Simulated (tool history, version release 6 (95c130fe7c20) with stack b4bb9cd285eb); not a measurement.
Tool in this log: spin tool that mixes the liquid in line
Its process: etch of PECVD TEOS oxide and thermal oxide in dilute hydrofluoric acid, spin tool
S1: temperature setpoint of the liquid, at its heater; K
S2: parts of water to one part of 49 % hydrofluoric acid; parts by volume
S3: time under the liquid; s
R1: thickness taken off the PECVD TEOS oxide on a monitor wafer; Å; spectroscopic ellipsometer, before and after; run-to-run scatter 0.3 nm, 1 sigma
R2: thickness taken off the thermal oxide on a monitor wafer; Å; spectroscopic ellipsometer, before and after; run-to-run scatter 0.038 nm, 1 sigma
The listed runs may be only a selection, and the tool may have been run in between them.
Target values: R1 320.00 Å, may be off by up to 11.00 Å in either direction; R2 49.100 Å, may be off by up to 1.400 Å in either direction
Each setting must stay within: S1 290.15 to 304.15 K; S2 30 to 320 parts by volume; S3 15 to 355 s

{"run": 1, "hour": 0.0, "S1": 296.15, "S2": 175, "S3": 180, "R1": 270.33, "R2": 41.579}
{"run": 2, "hour": 5.3, "S1": 297.65, "S2": 175, "S3": 180, "R1": 284.35, "R2": 43.36}
{"run": 3, "hour": 14.2, "S1": 299.15, "S2": 175, "S3": 180, "R1": 303.03, "R2": 46.333}
{"run": 4, "hour": 23.1, "S1": 299.65, "S2": 175, "S3": 180, "R1": 302.54, "R2": 46.71}
{"run": 5, "hour": 27.5, "S1": 299.65, "S2": 175, "S3": 145, "R1": 251.4, "R2": 38.341}
{"run": 6, "hour": 28.6, "S1": 302.65, "S2": 175, "S3": 145, "R1": 278.38, "R2": 42.631}
{"run": 7, "hour": 35.7, "S1": 303.15, "S2": 175, "S3": 145, "R1": 281.48, "R2": 43.6}
{"run": 8, "hour": 42.6, "S1": 303.15, "S2": 170, "S3": 145, "R1": 290.09, "R2": 44.046}

Which of these 4 next moves meets every target?
{"run": "A", "hour": 49.5, "S1": 301.15, "S2": 170, "S3": 160, "R1": "?", "R2": "?"}
{"run": "B", "hour": 49.5, "S1": 303.65, "S2": 155, "S3": 140, "R1": "?", "R2": "?"}
{"run": "C", "hour": 49.5, "S1": 302.65, "S2": 260, "S3": 225, "R1": "?", "R2": "?"}
{"run": "D", "hour": 49.5, "S1": 303.15, "S2": 210, "S3": 195, "R1": "?", "R2": "?"}

move=A R1=298.55 R2=45.315
move=B R1=319.41 R2=48.480
move=C R1=260.16 R2=39.487
move=D R1=301.04 R2=45.693
A: nearer than the last run, and not there yet
B: all results land within tolerance of their targets
C: moves away from the targets compared with the last run
D: nearer than the last run, and not there yet
Go with B: it meets all targets.
